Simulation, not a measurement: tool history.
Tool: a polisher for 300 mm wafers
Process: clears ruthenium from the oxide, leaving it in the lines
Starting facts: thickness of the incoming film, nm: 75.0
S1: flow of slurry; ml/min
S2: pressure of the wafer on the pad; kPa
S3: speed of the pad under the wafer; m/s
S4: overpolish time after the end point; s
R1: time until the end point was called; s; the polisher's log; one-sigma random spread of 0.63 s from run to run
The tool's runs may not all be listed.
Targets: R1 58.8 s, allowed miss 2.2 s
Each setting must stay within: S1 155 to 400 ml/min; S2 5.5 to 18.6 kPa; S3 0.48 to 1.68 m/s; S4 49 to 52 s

run,hour,S1,S2,S3,S4,R1
1,0,255,11.7,1.08,49,99.398
2,2.6,300,11.7,1.08,49,97.082
3,10.6,300,13.1,1.08,49,87.288
4,14.9,300,13.1,1.08,52,89.895
5,23.7,300,14.5,1.08,52,80.427
6,24.4,300,14.5,1.18,52,75.548
7,26.5,300,15.2,1.18,52,71.946
8,32.4,300,15.9,1.18,52,68.532
9,38.2,300,16.5,1.18,52,65.601
10,46.4,300,17.2,1.18,52,63.53

Pick the move, out of 5, that brings all results within their allowed miss; only one does.
A,54.6,250,16.5,1.22,52,?
B,54.6,235,18.6,1.3,49,?
C,54.6,310,17.9,1.38,49,?
D,54.6,265,18.6,1.32,49,?
E,54.6,305,17.9,1.22,51,?

move,R1
A,64.798
B,55.203
C,52.818
D,53.799
E,59.027
A: lands further from the targets than the last run did
B: takes the biggest miss from the last run beyond its target
C: takes the biggest miss from the last run beyond its target
D: takes the biggest miss from the last run beyond its target
E: meets every target
Answer: E

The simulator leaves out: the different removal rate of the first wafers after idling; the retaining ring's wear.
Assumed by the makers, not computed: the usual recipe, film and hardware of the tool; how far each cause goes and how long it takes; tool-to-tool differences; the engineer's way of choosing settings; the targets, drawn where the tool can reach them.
